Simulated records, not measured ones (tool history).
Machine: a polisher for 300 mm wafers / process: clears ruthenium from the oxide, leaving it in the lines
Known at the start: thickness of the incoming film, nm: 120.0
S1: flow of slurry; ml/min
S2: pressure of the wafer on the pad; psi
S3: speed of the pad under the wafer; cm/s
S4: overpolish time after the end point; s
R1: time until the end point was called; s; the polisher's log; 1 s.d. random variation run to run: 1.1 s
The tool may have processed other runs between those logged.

| run | hour | S1 | S2 | S3 | S4 | R1 |
|---|---|---|---|---|---|---|
| 1 | 0.0 | 220 | 2.4 | 118 | 13 | 90.908 |
| 2 | 3.1 | 220 | 2.0 | 118 | 13 | 105.270 |
| 3 | 5.1 | 220 | 1.5 | 118 | 13 | 141.380 |
| 4 | 9.2 | 220 | 1.3 | 118 | 13 | 164.260 |
| 5 | 12.6 | 220 | 1.3 | 118 | 13 | 160.050 |
| 6 | 21.3 | 220 | 1.9 | 118 | 13 | 110.960 |

For run 7, what comes out?
| 7 | 25.2 | 220 | 2.2 | 120 | 13 | ? |

R1: 97.694 s

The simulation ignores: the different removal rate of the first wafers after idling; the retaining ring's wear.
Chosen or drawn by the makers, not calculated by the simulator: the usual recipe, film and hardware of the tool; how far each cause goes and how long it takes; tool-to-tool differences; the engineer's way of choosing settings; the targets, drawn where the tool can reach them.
